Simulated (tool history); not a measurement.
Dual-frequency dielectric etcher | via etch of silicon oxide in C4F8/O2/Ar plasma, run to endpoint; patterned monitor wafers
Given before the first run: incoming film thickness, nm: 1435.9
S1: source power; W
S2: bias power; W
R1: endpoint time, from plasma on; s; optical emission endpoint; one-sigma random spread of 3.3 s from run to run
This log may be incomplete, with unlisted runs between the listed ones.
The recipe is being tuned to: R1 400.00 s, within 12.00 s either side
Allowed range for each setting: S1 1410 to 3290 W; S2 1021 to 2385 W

run	hour	S1	S2	R1
1	0.0	2350	1703	282.85
2	5.2	2350	1456	311.47
3	11.7	2350	1176	345.80
4	19.9	2270	1159	351.15
5	27.5	2010	1159	380.40
6	34.1	1990	1156	379.49
7	35.6	1970	1153	380.29
8	40.0	1950	1150	385.89
9	42.7	1930	1148	380.30

Consider the 4 candidate settings below. Which is the only one whose results all fall within their allowed miss of target?
A	45.4	1910	1076	?
B	45.4	1830	1291	?
C	45.4	1930	1226	?
D	45.4	2160	1221	?

move	R1
A	399.40
B	373.42
C	370.92
D	347.85
A: hits every target within its allowed miss
B: moves away from the targets compared with the last run
C: moves away from the targets compared with the last run
D: moves away from the targets compared with the last run
Move A is the one to make.
